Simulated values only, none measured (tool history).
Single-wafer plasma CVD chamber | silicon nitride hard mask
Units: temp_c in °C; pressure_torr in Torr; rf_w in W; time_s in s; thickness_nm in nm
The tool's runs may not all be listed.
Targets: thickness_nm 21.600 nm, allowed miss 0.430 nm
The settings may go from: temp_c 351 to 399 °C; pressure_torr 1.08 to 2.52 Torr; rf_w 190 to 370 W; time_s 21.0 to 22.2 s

run 1 hour=0.0 | temp_c=375 pressure_torr=1.80 rf_w=280 time_s=22.2 | thickness_nm=24.593
run 2 hour=3.5 | temp_c=375 pressure_torr=1.63 rf_w=275 time_s=22.2 | thickness_nm=23.248
run 3 hour=5.7 | temp_c=375 pressure_torr=1.63 rf_w=245 time_s=22.2 | thickness_nm=20.941
run 4 hour=6.3 | temp_c=375 pressure_torr=1.42 rf_w=245 time_s=22.2 | thickness_nm=19.528
run 5 hour=9.2 | temp_c=375 pressure_torr=1.52 rf_w=245 time_s=22.2 | thickness_nm=20.160
run 6 hour=12.2 | temp_c=375 pressure_torr=1.59 rf_w=245 time_s=22.2 | thickness_nm=20.612
run 7 hour=18.8 | temp_c=375 pressure_torr=1.81 rf_w=250 time_s=22.2 | thickness_nm=22.230
run 8 hour=19.8 | temp_c=375 pressure_torr=1.78 rf_w=250 time_s=22.2 | thickness_nm=22.137

Which of these 4 next moves meets every target?
run A hour=20.8 | temp_c=372 pressure_torr=1.81 rf_w=240 time_s=21.5 | thickness_nm=?
run B hour=20.8 | temp_c=363 pressure_torr=1.79 rf_w=285 time_s=21.0 | thickness_nm=?
run C hour=20.8 | temp_c=383 pressure_torr=1.99 rf_w=250 time_s=21.0 | thickness_nm=?
run D hour=20.8 | temp_c=379 pressure_torr=1.71 rf_w=240 time_s=21.9 | thickness_nm=?

move=A thickness_nm=20.801
move=B thickness_nm=23.766
move=C thickness_nm=21.794
move=D thickness_nm=20.628
A: takes the result that was furthest off past its target
B: further off than the last run
C: meets every target
D: takes the result that was furthest off past its target
Move C is the one to make.
